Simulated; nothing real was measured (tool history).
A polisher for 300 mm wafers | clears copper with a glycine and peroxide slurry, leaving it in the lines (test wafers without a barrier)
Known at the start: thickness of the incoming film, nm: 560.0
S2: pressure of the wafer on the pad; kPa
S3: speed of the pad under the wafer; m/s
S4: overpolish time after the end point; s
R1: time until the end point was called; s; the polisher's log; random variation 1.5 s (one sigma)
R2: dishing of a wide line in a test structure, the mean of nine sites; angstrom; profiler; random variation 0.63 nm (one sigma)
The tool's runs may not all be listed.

run 1 hour=0 | flow_of_slurry_(ml/min)=280 S2=20 S3=0.82 S4=26 | R1=108.46 R2=801.87
run 2 hour=4.5 | flow_of_slurry_(ml/min)=280 S2=20 S3=0.92 S4=26 | R1=101.26 R2=836.35
run 3 hour=7.3 | flow_of_slurry_(ml/min)=295 S2=18.6 S3=1 S4=21 | R1=103.26 R2=699.83
run 4 hour=13.4 | flow_of_slurry_(ml/min)=295 S2=18.6 S3=1 S4=27 | R1=102.71 R2=837.02
run 5 hour=20.9 | flow_of_slurry_(ml/min)=320 S2=17.9 S3=1.06 S4=22 | R1=104.75 R2=731.24
run 6 hour=28.4 | flow_of_slurry_(ml/min)=320 S2=15.9 S3=1.06 S4=22 | R1=111.46 R2=681.43
run 7 hour=32.7 | flow_of_slurry_(ml/min)=280 S2=15.9 S3=1.12 S4=18 | R1=110.24 R2=580.89
run 8 hour=36.5 | flow_of_slurry_(ml/min)=270 S2=16.5 S3=1.16 S4=15 | R1=106.49 R2=530.32
run 9 hour=45.3 | flow_of_slurry_(ml/min)=265 S2=17.2 S3=1.18 S4=14 | R1=100.5 R2=519.42
run 10 hour=52.9 | flow_of_slurry_(ml/min)=260 S2=17.9 S3=1.2 S4=13 | R1=98.937 R2=511.58
run 11 hour=57.8 | flow_of_slurry_(ml/min)=275 S2=20 S3=1.24 S4=8 | R1=85.429 R2=371.27
run 12 hour=65.3 | flow_of_slurry_(ml/min)=210 S2=18.6 S3=1.26 S4=13 | R1=92.465 R2=518.9
run 13 hour=68.1 | flow_of_slurry_(ml/min)=215 S2=18.6 S3=1.26 S4=13 | R1=94.678 R2=528.81
run 14 hour=70.7 | flow_of_slurry_(ml/min)=225 S2=18.6 S3=1.26 S4=13 | R1=93.094 R2=526.99
run 15 hour=76 | flow_of_slurry_(ml/min)=235 S2=18.6 S3=1.26 S4=13 | R1=94.145 R2=526.32
run 16 hour=80.7 | flow_of_slurry_(ml/min)=245 S2=18.6 S3=1.24 S4=13 | R1=96.58 R2=518.38
run 17 hour=88 | flow_of_slurry_(ml/min)=250 S2=19.3 S3=1.22 S4=13 | R1=88.25 R2=538.17

Forecast run 18:
run 18 hour=93.4 | flow_of_slurry_(ml/min)=260 S2=19.3 S3=1.22 S4=13 | R1=? R2=?

{"run 18": {"R1": 91.154, "R2": 529.67}}
